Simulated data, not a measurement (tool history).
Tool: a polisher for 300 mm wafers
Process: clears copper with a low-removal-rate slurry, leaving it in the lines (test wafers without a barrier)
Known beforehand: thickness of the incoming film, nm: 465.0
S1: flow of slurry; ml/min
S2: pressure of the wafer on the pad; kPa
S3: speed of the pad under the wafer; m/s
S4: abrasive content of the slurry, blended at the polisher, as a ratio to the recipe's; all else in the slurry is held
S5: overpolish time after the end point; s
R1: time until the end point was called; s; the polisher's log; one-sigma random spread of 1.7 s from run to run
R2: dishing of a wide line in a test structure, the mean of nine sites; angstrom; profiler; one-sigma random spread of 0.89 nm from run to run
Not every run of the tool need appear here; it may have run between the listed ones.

| run | day | S1 | S2 | S3 | S4 | S5 | R1 | R2 |
|---|---|---|---|---|---|---|---|---|
| 1 | 0 | 190 | 24.1 | 1.2 | 1 | 22 | 92.037 | 584.04 |
| 2 | 0.083 | 190 | 24.1 | 1 | 1 | 22 | 108.36 | 518.57 |
| 3 | 0.296 | 190 | 24.1 | 1.2 | 1 | 22 | 91.216 | 591.84 |
| 4 | 0.321 | 190 | 23.4 | 1.2 | 1 | 24 | 92.128 | 612.63 |
| 5 | 0.683 | 190 | 23.4 | 1.2 | 1.1 | 24 | 92.545 | 613.64 |
| 6 | 0.875 | 190 | 23.4 | 1.44 | 1.1 | 24 | 77.141 | 685.37 |
| 7 | 0.929 | 185 | 22.8 | 1.42 | 1.1 | 26 | 81.316 | 697.7 |

What will run 8 give?
| 8 | 0.996 | 175 | 22.1 | 1.4 | 1.1 | 28 | ? | ? |

Run 8 yielded R1 81.354 s, R2 716.31 angstrom.

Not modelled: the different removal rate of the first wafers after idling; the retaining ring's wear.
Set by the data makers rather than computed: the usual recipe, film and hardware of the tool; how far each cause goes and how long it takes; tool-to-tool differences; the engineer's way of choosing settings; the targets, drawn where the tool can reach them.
